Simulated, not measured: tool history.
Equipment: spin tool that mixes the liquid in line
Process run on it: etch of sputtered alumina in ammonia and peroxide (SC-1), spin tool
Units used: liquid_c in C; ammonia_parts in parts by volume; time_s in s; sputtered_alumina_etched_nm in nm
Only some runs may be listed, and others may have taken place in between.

run	hour	liquid_c	ammonia_parts	time_s	sputtered_alumina_etched_nm
1	0	49	0.85	295	13.605
2	3.3	47	0.85	295	12.271
3	5.8	45.5	0.85	295	11.245
4	14.7	44	0.85	295	10.357
5	22.7	41	0.85	295	8.6653
6	30.4	41	0.85	315	9.1284
7	31.5	41	0.85	315	9.2998
8	36.6	40.5	0.85	315	8.9338
9	42.6	40	0.85	315	8.6743

For run 10, what comes out?
10	48.4	39.5	0.85	315	?

Run 10 gave sputtered_alumina_etched_nm 8.4734 nm.
